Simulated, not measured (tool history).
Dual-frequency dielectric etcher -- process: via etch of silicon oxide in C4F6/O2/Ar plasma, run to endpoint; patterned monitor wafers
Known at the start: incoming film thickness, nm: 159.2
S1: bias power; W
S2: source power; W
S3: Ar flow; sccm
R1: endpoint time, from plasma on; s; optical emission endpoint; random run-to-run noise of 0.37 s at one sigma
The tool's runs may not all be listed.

Run 1, hour 0: S1 459 W, S2 400 W, S3 232 sccm. Result: R1 34.171 s.
Run 2, hour 3.7: S1 459 W, S2 400 W, S3 254 sccm. Result: R1 35.277 s.
Run 3, hour 11.6: S1 459 W, S2 360 W, S3 254 sccm. Result: R1 35.802 s.
Run 4, hour 16.5: S1 459 W, S2 340 W, S3 254 sccm. Result: R1 37.213 s.
Run 5, hour 23.5: S1 396 W, S2 340 W, S3 254 sccm. Result: R1 39.157 s.
Run 6, hour 26.5: S1 367 W, S2 330 W, S3 257 sccm. Result: R1 40.561 s.

Run 7 has not been measured yet. What should we expect?
Run 7, hour 27.8: S1 346 W, S2 320 W, S3 259 sccm. Result: R1 ?.

Run 7 gave R1 41.504 s.

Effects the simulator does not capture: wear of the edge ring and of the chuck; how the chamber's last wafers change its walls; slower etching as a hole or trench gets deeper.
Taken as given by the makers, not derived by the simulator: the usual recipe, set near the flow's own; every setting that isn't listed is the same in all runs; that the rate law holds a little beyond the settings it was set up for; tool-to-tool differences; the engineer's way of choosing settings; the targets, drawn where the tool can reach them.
